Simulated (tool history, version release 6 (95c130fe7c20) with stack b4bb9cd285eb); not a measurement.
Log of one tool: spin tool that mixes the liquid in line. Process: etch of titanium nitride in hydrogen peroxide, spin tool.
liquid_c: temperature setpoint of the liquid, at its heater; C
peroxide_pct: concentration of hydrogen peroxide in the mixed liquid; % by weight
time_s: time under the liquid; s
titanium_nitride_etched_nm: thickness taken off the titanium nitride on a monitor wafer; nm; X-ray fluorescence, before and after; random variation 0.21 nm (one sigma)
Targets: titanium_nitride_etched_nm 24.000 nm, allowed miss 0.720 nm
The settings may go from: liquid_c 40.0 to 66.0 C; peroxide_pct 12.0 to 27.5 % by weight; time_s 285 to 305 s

Run 1, day 0.000: liquid_c 56.0 C, peroxide_pct 18.5 % by weight, time_s 285 s. Result: titanium_nitride_etched_nm 12.569 nm.
Run 2, day 0.283: liquid_c 56.0 C, peroxide_pct 18.5 % by weight, time_s 285 s. Result: titanium_nitride_etched_nm 12.745 nm.
Run 3, day 0.358: liquid_c 57.0 C, peroxide_pct 18.5 % by weight, time_s 285 s. Result: titanium_nitride_etched_nm 13.487 nm.
Run 4, day 0.588: liquid_c 57.0 C, peroxide_pct 18.5 % by weight, time_s 285 s. Result: titanium_nitride_etched_nm 13.498 nm.
Run 5, day 0.788: liquid_c 58.0 C, peroxide_pct 18.5 % by weight, time_s 285 s. Result: titanium_nitride_etched_nm 14.275 nm.
Run 6, day 1.138: liquid_c 59.0 C, peroxide_pct 18.5 % by weight, time_s 285 s. Result: titanium_nitride_etched_nm 15.387 nm.
Run 7, day 1.442: liquid_c 59.5 C, peroxide_pct 18.5 % by weight, time_s 285 s. Result: titanium_nitride_etched_nm 16.031 nm.
Run 8, day 1.683: liquid_c 60.0 C, peroxide_pct 18.5 % by weight, time_s 285 s. Result: titanium_nitride_etched_nm 16.535 nm.

5 next moves are on the table. One of them brings every result within its allowed miss. Which?
Run A, day 1.925: liquid_c 61.5 C, peroxide_pct 20.5 % by weight, time_s 290 s. Result: titanium_nitride_etched_nm ?.
Run B, day 1.925: liquid_c 65.0 C, peroxide_pct 15.0 % by weight, time_s 305 s. Result: titanium_nitride_etched_nm ?.
Run C, day 1.925: liquid_c 63.5 C, peroxide_pct 19.0 % by weight, time_s 300 s. Result: titanium_nitride_etched_nm ?.
Run D, day 1.925: liquid_c 66.0 C, peroxide_pct 19.0 % by weight, time_s 305 s. Result: titanium_nitride_etched_nm ?.
Run E, day 1.925: liquid_c 55.0 C, peroxide_pct 17.0 % by weight, time_s 305 s. Result: titanium_nitride_etched_nm ?.

move  titanium_nitride_etched_nm
   A                      19.065
   B                      23.694
   C                      22.185
   D                      26.605
   E                      12.328
A: nearer than the last run, and not there yet
B: meets every target
C: nearer than the last run, and not there yet
D: takes the result that was furthest off past its target
E: further off than the last run
Move B is the one to make.

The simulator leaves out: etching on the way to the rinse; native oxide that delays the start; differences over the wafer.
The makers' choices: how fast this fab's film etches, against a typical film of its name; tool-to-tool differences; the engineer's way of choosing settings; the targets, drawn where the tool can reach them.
